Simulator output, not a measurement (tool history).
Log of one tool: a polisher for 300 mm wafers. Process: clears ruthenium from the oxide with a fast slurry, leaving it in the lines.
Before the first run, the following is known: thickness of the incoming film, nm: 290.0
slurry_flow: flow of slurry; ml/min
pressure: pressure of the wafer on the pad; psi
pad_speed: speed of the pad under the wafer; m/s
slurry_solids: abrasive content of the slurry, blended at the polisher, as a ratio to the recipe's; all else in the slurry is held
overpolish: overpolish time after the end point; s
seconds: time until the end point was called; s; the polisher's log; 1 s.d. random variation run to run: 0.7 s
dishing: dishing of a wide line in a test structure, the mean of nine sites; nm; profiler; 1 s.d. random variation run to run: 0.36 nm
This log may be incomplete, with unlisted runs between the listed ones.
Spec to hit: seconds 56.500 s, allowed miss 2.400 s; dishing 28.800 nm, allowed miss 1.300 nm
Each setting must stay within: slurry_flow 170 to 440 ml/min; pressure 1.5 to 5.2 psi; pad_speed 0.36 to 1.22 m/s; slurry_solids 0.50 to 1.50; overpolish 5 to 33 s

| run | hour | slurry_flow | pressure | pad_speed | slurry_solids | overpolish | seconds | dishing |
|---|---|---|---|---|---|---|---|---|
| 1 | 0.0 | 280 | 3.3 | 0.78 | 1.00 | 17 | 65.886 | 40.715 |
| 2 | 7.2 | 305 | 3.3 | 0.78 | 1.00 | 17 | 63.916 | 40.298 |
| 3 | 8.1 | 305 | 3.3 | 0.88 | 1.00 | 17 | 58.881 | 42.871 |
| 4 | 14.7 | 315 | 3.3 | 0.88 | 1.00 | 14 | 59.248 | 38.785 |
| 5 | 20.1 | 340 | 3.4 | 0.88 | 1.00 | 11 | 55.308 | 32.383 |
| 6 | 23.7 | 340 | 4.1 | 0.88 | 1.00 | 11 | 46.937 | 37.842 |
| 7 | 32.1 | 350 | 3.9 | 0.88 | 1.00 | 10 | 49.485 | 34.786 |
| 8 | 34.9 | 355 | 3.7 | 0.88 | 1.00 | 9 | 51.963 | 31.097 |
| 9 | 36.1 | 360 | 3.6 | 0.88 | 1.00 | 9 | 51.816 | 30.005 |
| 10 | 37.9 | 330 | 3.3 | 0.88 | 1.00 | 10 | 57.731 | 30.607 |
| 11 | 39.5 | 340 | 3.3 | 0.88 | 1.00 | 10 | 57.941 | 30.841 |
| 12 | 46.7 | 350 | 3.3 | 0.88 | 1.00 | 10 | 57.887 | 30.317 |
| 13 | 48.3 | 360 | 3.3 | 0.88 | 1.00 | 10 | 57.422 | 30.304 |
| 14 | 55.6 | 365 | 3.3 | 0.88 | 1.00 | 10 | 57.670 | 31.132 |

Consider the 4 candidate settings below. Which is the only one whose results all fall within their allowed miss of target?
| A | 62.9 | 370 | 3.1 | 1.04 | 0.95 | 11 | ? | ? |
| B | 62.9 | 400 | 3.3 | 0.92 | 0.95 | 11 | ? | ? |
| C | 62.9 | 365 | 3.6 | 0.80 | 1.00 | 9 | ? | ? |
| D | 62.9 | 420 | 3.9 | 0.74 | 0.95 | 11 | ? | ? |

| move | seconds | dishing |
|---|---|---|
| A | 54.858 | 33.735 |
| B | 56.636 | 32.989 |
| C | 57.008 | 28.357 |
| D | 56.774 | 32.933 |
A: misses by more than the last run did
B: misses by more than the last run did
C: each result inside its tolerance
D: misses by more than the last run did
C meets every target.
